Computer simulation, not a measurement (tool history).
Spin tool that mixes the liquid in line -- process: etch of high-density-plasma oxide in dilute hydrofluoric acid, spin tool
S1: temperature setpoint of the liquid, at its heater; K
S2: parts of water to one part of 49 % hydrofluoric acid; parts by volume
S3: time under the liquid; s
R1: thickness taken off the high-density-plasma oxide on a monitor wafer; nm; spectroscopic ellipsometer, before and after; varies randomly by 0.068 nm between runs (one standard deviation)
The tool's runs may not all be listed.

run,day,S1,S2,S3,R1
1,0,299.15,110,65,5.0646
2,0.112,299.15,95,65,5.9248
3,0.304,300.15,95,65,6.199
4,0.658,301.15,95,65,6.4796
5,1.017,301.15,95,65,6.4646
# day 1.229: hydrofluoric acid flow meter replaced
6,1.229,303.15,95,65,7.8277
7,1.467,303.65,95,65,8.1179

What will run 8 give?
8,1.708,304.65,95,65,?

Run 8 measured R1 8.3556 nm.
